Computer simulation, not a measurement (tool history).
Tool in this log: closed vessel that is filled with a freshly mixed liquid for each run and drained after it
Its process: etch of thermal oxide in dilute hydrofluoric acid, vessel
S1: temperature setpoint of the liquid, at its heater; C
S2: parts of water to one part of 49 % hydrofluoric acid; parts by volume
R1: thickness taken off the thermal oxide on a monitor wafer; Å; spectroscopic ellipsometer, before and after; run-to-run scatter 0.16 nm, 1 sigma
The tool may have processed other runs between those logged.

{"run": 1, "day": 0.0, "S1": 22.0, "S2": 75, "time in the liquid (s)": 335, "R1": 196.16}
{"run": 2, "day": 0.204, "S1": 23.5, "S2": 70, "time in the liquid (s)": 335, "R1": 224.96}
{"run": 3, "day": 0.571, "S1": 23.5, "S2": 70, "time in the liquid (s)": 335, "R1": 226.54}
{"run": 4, "day": 0.812, "S1": 23.5, "S2": 95, "time in the liquid (s)": 335, "R1": 161.3}
{"run": 5, "day": 0.879, "S1": 20.0, "S2": 95, "time in the liquid (s)": 335, "R1": 139.28}
{"run": 6, "day": 1.071, "S1": 20.0, "S2": 95, "time in the liquid (s)": 335, "R1": 139.62}
{"run": 7, "day": 1.433, "S1": 21.5, "S2": 90, "time in the liquid (s)": 335, "R1": 157.1}

Forecast run 8:
{"run": 8, "day": 1.5, "S1": 23.0, "S2": 85, "time in the liquid (s)": 335, "R1": "?"}

For run 8 the tool returned R1 177.91 Å.

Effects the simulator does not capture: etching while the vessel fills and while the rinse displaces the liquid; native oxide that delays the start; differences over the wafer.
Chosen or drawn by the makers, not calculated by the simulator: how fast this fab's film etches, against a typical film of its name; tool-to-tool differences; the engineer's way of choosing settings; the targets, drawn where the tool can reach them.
